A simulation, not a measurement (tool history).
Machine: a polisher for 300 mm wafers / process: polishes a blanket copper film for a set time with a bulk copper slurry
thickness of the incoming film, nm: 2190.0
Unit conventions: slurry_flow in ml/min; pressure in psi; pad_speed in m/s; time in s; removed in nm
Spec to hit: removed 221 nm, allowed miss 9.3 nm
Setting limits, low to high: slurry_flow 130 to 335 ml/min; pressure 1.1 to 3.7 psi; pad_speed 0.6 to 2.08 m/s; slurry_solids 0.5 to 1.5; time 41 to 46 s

run	hour	slurry_flow	pressure	pad_speed	slurry_solids	time	removed
1	0	215	2.4	1.34	1	46	438.15
2	2.2	215	2.4	1.34	1	46	444.77
3	9.8	215	2.4	1.34	0.85	46	414.31
4	16	215	2.4	1.56	0.85	46	470.96
5	17.6	215	2.8	1.56	0.85	46	550.26
6	20.7	215	2.6	1.5	0.85	46	484.24
7	24.1	215	2.4	1.44	0.85	46	446.81
8	25.6	215	2.2	1.38	0.85	46	410.62
9	26.2	215	2.1	1.3	0.85	46	371.15
10	31.6	215	2	1.26	0.85	46	346.97
11	38.6	215	1.9	1.22	0.85	46	311.8
12	46.2	215	1.8	1.22	0.85	46	307.67
13	54.3	215	1.8	1.22	0.85	46	309.38
14	54.9	215	1.7	1.2	0.85	46	294.42
15	58.5	215	1.6	1.18	0.85	46	268.49
16	61.1	215	1.5	1.18	0.85	46	266.32
17	67.9	215	1.4	1.18	0.85	46	250.03

Which single option among these 5 for the next run brings every result within its allowed miss of target? Just one does.
A	74.7	190	1.5	1.54	0.7	46	?
B	74.7	220	1.4	1.16	0.75	43	?
C	74.7	175	1.6	1.16	0.95	45	?
D	74.7	180	1.4	1.1	0.75	41	?
E	74.7	210	1.5	1.28	0.85	41	?

move	removed
A	322.32
B	228.19
C	275.05
D	201.99
E	260.07
A: further off than the last run
B: every result within its allowed miss
C: further off than the last run
D: carries the result that was furthest off beyond its target, to the other side
E: further off than the last run
Go with B: it meets all targets.
